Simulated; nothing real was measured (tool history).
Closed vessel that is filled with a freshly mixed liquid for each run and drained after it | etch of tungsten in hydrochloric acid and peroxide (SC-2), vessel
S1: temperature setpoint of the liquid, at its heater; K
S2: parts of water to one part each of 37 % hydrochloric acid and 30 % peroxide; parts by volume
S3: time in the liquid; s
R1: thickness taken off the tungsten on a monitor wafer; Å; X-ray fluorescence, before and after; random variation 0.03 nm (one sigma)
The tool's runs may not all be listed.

| run | hour | S1 | S2 | S3 | R1 |
|---|---|---|---|---|---|
| 1 | 0 | 331.15 | 6 | 35 | 114.17 |
| 2 | 7.7 | 335.65 | 6 | 35 | 152.5 |
| 3 | 14.3 | 333.15 | 6 | 35 | 130.8 |
| 4 | 17.4 | 328.15 | 6 | 35 | 95.973 |
| 5 | 19.9 | 328.15 | 8 | 35 | 75.665 |
| 6 | 21.5 | 328.15 | 9.5 | 35 | 65.964 |
| 7 | 23 | 326.65 | 9.5 | 35 | 60.506 |

Run 8 comes next. What will it give?
| 8 | 24.5 | 322.65 | 9.5 | 35 | ? |

R1: 45.827 Å

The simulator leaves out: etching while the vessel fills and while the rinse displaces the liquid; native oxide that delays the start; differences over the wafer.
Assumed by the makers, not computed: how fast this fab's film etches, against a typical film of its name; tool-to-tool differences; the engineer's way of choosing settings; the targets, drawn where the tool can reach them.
